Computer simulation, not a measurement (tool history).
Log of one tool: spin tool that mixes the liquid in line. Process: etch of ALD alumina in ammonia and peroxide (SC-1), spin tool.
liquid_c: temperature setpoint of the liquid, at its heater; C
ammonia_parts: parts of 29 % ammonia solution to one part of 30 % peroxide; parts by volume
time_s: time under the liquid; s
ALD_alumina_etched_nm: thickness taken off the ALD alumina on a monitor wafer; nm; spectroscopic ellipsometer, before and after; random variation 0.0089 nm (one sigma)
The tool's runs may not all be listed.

Run 1, hour 0: liquid_c 54 C, ammonia_parts 0.8 parts by volume, time_s 25 s. Result: ALD_alumina_etched_nm 2.2202 nm.
Run 2, hour 6.1: liquid_c 53 C, ammonia_parts 0.8 parts by volume, time_s 25 s. Result: ALD_alumina_etched_nm 2.1067 nm.
Run 3, hour 6.9: liquid_c 53 C, ammonia_parts 1.1 parts by volume, time_s 25 s. Result: ALD_alumina_etched_nm 2.1622 nm.
Run 4, hour 15: liquid_c 53 C, ammonia_parts 1.2 parts by volume, time_s 25 s. Result: ALD_alumina_etched_nm 2.1769 nm.
Run 5, hour 21.8: liquid_c 49 C, ammonia_parts 1.2 parts by volume, time_s 25 s. Result: ALD_alumina_etched_nm 1.7522 nm.
Run 6, hour 22.9: liquid_c 44 C, ammonia_parts 1.2 parts by volume, time_s 25 s. Result: ALD_alumina_etched_nm 1.33 nm.
Run 7, hour 30.8: liquid_c 44.5 C, ammonia_parts 1.2 parts by volume, time_s 25 s. Result: ALD_alumina_etched_nm 1.3635 nm.

Run 8 comes next. What will it give?
Run 8, hour 36.7: liquid_c 45 C, ammonia_parts 1.2 parts by volume, time_s 25 s. Result: ALD_alumina_etched_nm ?.

ALD_alumina_etched_nm: 1.3953 nm
